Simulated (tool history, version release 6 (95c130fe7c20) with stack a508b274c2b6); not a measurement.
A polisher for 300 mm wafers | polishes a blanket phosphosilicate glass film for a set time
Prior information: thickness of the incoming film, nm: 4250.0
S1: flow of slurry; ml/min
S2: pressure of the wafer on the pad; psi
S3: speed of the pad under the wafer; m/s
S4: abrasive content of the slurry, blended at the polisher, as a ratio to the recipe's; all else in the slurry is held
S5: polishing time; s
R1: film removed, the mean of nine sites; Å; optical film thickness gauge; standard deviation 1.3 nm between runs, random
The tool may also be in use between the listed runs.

run 1 hour=0.0 | S1=265 S2=4.1 S3=1.16 S4=1.0 S5=28 | R1=2979.4
run 2 hour=0.8 | S1=260 S2=3.6 S3=1.16 S4=1.0 S5=28 | R1=2640.0
run 3 hour=7.9 | S1=260 S2=3.6 S3=1.16 S4=0.9 S5=28 | R1=2456.6
run 4 hour=13.0 | S1=260 S2=3.6 S3=1.34 S4=0.9 S5=28 | R1=2772.6
run 5 hour=18.9 | S1=255 S2=3.2 S3=1.34 S4=0.9 S5=28 | R1=2490.4
run 6 hour=22.1 | S1=250 S2=2.9 S3=1.34 S4=0.9 S5=28 | R1=2221.3
run 7 hour=30.2 | S1=240 S2=2.7 S3=1.34 S4=0.9 S5=28 | R1=2101.0

Run 8 is up next; what results do you expect?
run 8 hour=37.8 | S1=230 S2=2.6 S3=1.34 S4=0.9 S5=28 | R1=?

Run 8 gave R1 1990.6 Å.
